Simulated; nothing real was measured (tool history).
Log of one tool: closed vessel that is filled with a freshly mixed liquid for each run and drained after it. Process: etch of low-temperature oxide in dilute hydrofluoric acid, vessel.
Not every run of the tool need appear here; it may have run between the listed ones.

| run | day | temperature setpoint of the liquid (°C) | parts of water to one part of 49 % hydrofluoric acid (parts by volume) | time in the liquid (s) | thickness taken off the low-temperature oxide on a monitor wafer (angstrom) |
|---|---|---|---|---|---|
| 1 | 0 | 25 | 80 | 85 | 119.61 |
| 2 | 0.025 | 27 | 80 | 85 | 128.06 |
| 3 | 0.229 | 24 | 90 | 85 | 100.09 |
| 4 | 0.571 | 21.5 | 95 | 85 | 84.973 |
| 5 | 0.596 | 23.5 | 95 | 85 | 91.578 |
| 6 | 0.704 | 23.5 | 80 | 85 | 111.41 |
| 7 | 0.992 | 21.5 | 90 | 85 | 91.296 |
| 8 | 1.096 | 21.5 | 90 | 85 | 89.785 |
| 9 | 1.171 | 20 | 95 | 85 | 80.682 |
| 10 | 1.275 | 19 | 100 | 85 | 72.707 |

Run 11 is up next; what results do you expect?
| 11 | 1.458 | 18.5 | 100 | 85 | ? |

Run 11 produced thickness taken off the low-temperature oxide on a monitor wafer (angstrom) 71.634.

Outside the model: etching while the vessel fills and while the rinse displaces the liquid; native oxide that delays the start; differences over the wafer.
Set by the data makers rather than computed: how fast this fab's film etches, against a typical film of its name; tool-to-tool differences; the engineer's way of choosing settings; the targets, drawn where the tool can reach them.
